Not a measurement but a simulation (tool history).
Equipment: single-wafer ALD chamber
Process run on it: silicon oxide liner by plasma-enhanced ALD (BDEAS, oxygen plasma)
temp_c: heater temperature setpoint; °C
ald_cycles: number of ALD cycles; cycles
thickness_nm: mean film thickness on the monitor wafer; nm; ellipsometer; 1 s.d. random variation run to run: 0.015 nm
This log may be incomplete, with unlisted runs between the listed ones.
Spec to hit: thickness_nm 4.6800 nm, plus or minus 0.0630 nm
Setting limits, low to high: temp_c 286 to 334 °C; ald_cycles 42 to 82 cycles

run  hour  temp_c  ald_cycles  thickness_nm
  1   0.0     310          62        5.9239
  2   2.8     305          62        6.0090
  3   8.9     305          69        6.6563
  4  16.5     308          64        6.1433
  5  18.0     308          72        6.9049
  6  25.6     314          72        6.8480
  7  28.4     316          66        6.2371
  8  32.6     318          62        5.9064
  9  38.9     319          58        5.4687
 10  45.9     321          56        5.2848
 11  48.9     322          54        5.0949
 12  57.0     323          53        5.0210
 13  64.8     324          52        4.9265
 14  68.5     325          51        4.7726
 15  74.2     326          51        4.7801
 16  80.3     327          51        4.7749
 17  88.3     328          51        4.7830
 18  91.2     329          51        4.7798

Of the 4 settings listed for the next run, only one would bring every result within its allowed miss of target. Which one?
  A  94.1     329          52             ?
  B  94.1     330          50             ?
  C  94.1     330          52             ?
  D  94.1     331          52             ?

move  thickness_nm
   A        4.8352
   B        4.6433
   C        4.8291
   D        4.8229
A: moves away from the targets compared with the last run
B: hits every target within its allowed miss
C: moves away from the targets compared with the last run
D: moves away from the targets compared with the last run
Answer: B
